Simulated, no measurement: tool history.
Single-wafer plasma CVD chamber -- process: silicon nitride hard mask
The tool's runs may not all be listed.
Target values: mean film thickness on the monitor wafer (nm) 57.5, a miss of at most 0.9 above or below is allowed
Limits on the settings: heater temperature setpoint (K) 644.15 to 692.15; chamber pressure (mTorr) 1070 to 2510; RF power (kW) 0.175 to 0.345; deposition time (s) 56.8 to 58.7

run  hour  heater temperature setpoint (K)  chamber pressure (mTorr)  RF power (kW)  deposition time (s)  mean film thickness on the monitor wafer (nm)
  1     0                           668.15                      1790           0.26                 56.8                                         58.886
  2   5.7                           668.15                      1790           0.26                 58.7                                         60.898
  3  14.1                           668.15                      1790           0.23                 58.7                                         56.066
  4  21.1                           668.15                      1480           0.23                 58.7                                         52.559
  5  29.2                           668.15                      1480          0.245                 58.7                                         55.007
  6  36.8                           668.15                      1510          0.245                 58.7                                         54.999
  7  44.9                           668.15                      1540          0.245                 58.7                                         55.711
  8  53.6                           668.15                      1560          0.245                 58.7                                         56.054
  9  59.9                           668.15                      1580          0.245                 58.7                                         55.883
 10  65.6                           668.15                      1600          0.245                 58.7                                         56.463
       67  -- RF generator calibrated
 11    67                           668.15                      1610          0.245                 58.7                                         59.095

Pick the move, out of 4, that brings all results within their allowed miss; only one does.
  A  68.4                           667.15                      1440           0.26                 57.5                                              ?
  B  68.4                           682.15                      1710           0.25                 58.4                                              ?
  C  68.4                           671.15                      1530          0.235                 58.4                                              ?
  D  68.4                           678.15                      1930          0.205                 58.4                                              ?

move  mean film thickness on the monitor wafer (nm)
   A                                         57.691
   B                                         60.216
   C                                         55.912
   D                                         54.813
A: every result lands within tolerance
B: further off than the last run
C: the result that was furthest off in the last run now lies on the other side of its target
D: the result that was furthest off in the last run now lies on the other side of its target
A meets every target.

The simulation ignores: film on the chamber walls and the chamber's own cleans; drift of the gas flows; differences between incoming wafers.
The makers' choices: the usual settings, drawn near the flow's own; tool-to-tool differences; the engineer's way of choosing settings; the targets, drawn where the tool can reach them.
